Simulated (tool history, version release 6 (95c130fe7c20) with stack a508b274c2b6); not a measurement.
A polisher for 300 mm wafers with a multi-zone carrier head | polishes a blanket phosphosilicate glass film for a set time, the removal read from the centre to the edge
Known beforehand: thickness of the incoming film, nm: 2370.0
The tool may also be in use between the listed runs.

| run | day | flow of slurry (ml/min) | pressure of the head's centre zone | pressure of the head's middle zone | pressure of the head's edge zone | abrasive content of the slurry | polishing time (s) | film removed at the wafer's centre (nm) | film removed at mid-radius (nm) | film removed at the wafer's edge (nm) |
|---|---|---|---|---|---|---|---|---|---|---|
| 1 | 0 | 190 | 1 | 1 | 1 | 1 | 33 | 295.53 | 305.23 | 307.61 |
| 2 | 0.15 | 175 | 0.99 | 0.94 | 1.02 | 0.95 | 33 | 284.62 | 274.49 | 297.52 |
| 3 | 0.188 | 175 | 0.99 | 0.94 | 0.96 | 0.95 | 33 | 280.77 | 273.89 | 292.11 |
| 4 | 0.442 | 160 | 0.97 | 0.9 | 0.99 | 0.95 | 33 | 271.68 | 257.44 | 288.81 |
|  | 0.654 | centre zone pressure recalibrated |
| 5 | 0.654 | 205 | 0.97 | 0.9 | 0.99 | 0.95 | 33 | 302.71 | 269.89 | 301.5 |
| 6 | 0.867 | 180 | 0.96 | 0.88 | 1.02 | 0.95 | 33 | 290.78 | 265.74 | 295.05 |
| 7 | 1.075 | 160 | 0.95 | 0.86 | 0.98 | 0.95 | 33 | 280.64 | 249.83 | 287.06 |

What will run 8 give?
| 8 | 1.433 | 145 | 0.93 | 0.84 | 1.03 | 0.95 | 33 | ? | ? | ? |

film removed at the wafer's centre (nm): 273.69
film removed at mid-radius (nm): 238.28
film removed at the wafer's edge (nm): 289.95
